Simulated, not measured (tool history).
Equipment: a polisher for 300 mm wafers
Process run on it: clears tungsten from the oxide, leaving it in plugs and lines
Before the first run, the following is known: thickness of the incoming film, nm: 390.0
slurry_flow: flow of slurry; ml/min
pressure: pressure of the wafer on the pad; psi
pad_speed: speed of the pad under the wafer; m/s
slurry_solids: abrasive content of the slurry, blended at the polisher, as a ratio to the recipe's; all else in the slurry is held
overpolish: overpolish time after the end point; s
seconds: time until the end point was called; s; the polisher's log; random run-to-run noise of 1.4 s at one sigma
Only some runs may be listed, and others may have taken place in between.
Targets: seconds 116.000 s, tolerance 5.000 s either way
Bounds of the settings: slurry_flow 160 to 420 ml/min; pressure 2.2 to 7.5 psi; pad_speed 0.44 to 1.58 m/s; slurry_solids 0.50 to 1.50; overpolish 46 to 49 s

{"run": 1, "hour": 0.0, "slurry_flow": 270, "pressure": 4.8, "pad_speed": 1.0, "slurry_solids": 1.0, "overpolish": 46, "seconds": 70.041}
{"run": 2, "hour": 5.8, "slurry_flow": 270, "pressure": 4.1, "pad_speed": 0.98, "slurry_solids": 1.0, "overpolish": 46, "seconds": 84.901}
{"run": 3, "hour": 6.4, "slurry_flow": 270, "pressure": 4.1, "pad_speed": 1.08, "slurry_solids": 1.0, "overpolish": 46, "seconds": 76.8}
{"run": 4, "hour": 13.9, "slurry_flow": 270, "pressure": 4.1, "pad_speed": 1.08, "slurry_solids": 0.9, "overpolish": 46, "seconds": 79.055}
{"run": 5, "hour": 20.9, "slurry_flow": 270, "pressure": 4.1, "pad_speed": 1.28, "slurry_solids": 0.9, "overpolish": 46, "seconds": 68.32}
{"hour": 26.7, "done": "worn pad replaced by a new one"}
{"run": 6, "hour": 26.7, "slurry_flow": 270, "pressure": 3.5, "pad_speed": 1.24, "slurry_solids": 0.9, "overpolish": 46, "seconds": 69.538}
{"run": 7, "hour": 32.8, "slurry_flow": 270, "pressure": 3.5, "pad_speed": 1.24, "slurry_solids": 0.9, "overpolish": 46, "seconds": 71.231}
{"run": 8, "hour": 36.0, "slurry_flow": 270, "pressure": 3.1, "pad_speed": 1.12, "slurry_solids": 0.9, "overpolish": 46, "seconds": 87.119}
{"run": 9, "hour": 36.8, "slurry_flow": 270, "pressure": 2.2, "pad_speed": 1.0, "slurry_solids": 0.9, "overpolish": 46, "seconds": 125.64}

Next run, 4 choices. One meets every target within its allowed miss, the rest don't. Which?
{"run": "A", "hour": 37.6, "slurry_flow": 225, "pressure": 2.2, "pad_speed": 0.86, "slurry_solids": 1.0, "overpolish": 46, "seconds": "?"}
{"run": "B", "hour": 37.6, "slurry_flow": 255, "pressure": 2.6, "pad_speed": 0.96, "slurry_solids": 0.85, "overpolish": 49, "seconds": "?"}
{"run": "C", "hour": 37.6, "slurry_flow": 310, "pressure": 2.2, "pad_speed": 0.9, "slurry_solids": 1.0, "overpolish": 49, "seconds": "?"}
{"run": "D", "hour": 37.6, "slurry_flow": 160, "pressure": 3.2, "pad_speed": 0.76, "slurry_solids": 1.05, "overpolish": 46, "seconds": "?"}

move=A seconds=144.090
move=B seconds=116.120
move=C seconds=133.000
move=D seconds=127.140
A: misses by more than the last run did
B: in spec on every target
C: misses by more than the last run did
D: misses by more than the last run did
Correct choice: B, which meets every target
